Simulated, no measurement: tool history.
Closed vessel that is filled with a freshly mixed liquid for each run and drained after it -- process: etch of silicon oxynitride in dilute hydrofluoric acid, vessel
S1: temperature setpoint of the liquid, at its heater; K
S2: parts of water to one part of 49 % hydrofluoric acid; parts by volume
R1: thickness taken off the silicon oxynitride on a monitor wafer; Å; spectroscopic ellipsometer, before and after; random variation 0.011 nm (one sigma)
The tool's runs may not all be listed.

Run 1, hour 0.0: S1 296.15 K, S2 285 parts by volume, time in the liquid (s) 255. Result: R1 26.907 Å.
Run 2, hour 4.9: S1 294.65 K, S2 285 parts by volume, time in the liquid (s) 255. Result: R1 25.196 Å.
Run 3, hour 7.0: S1 294.65 K, S2 215 parts by volume, time in the liquid (s) 255. Result: R1 35.315 Å.
Run 4, hour 13.0: S1 294.65 K, S2 215 parts by volume, time in the liquid (s) 175. Result: R1 24.374 Å.
Run 5, hour 14.8: S1 294.65 K, S2 215 parts by volume, time in the liquid (s) 175. Result: R1 24.146 Å.
Run 6, hour 19.2: S1 294.15 K, S2 215 parts by volume, time in the liquid (s) 175. Result: R1 23.765 Å.
Run 7, hour 22.7: S1 290.15 K, S2 220 parts by volume, time in the liquid (s) 175. Result: R1 19.142 Å.

Estimate the outcome of run 8 from the log above:
Run 8, hour 26.4: S1 290.65 K, S2 220 parts by volume, time in the liquid (s) 175. Result: R1 ?.

Run 8 gave R1 19.609 Å.
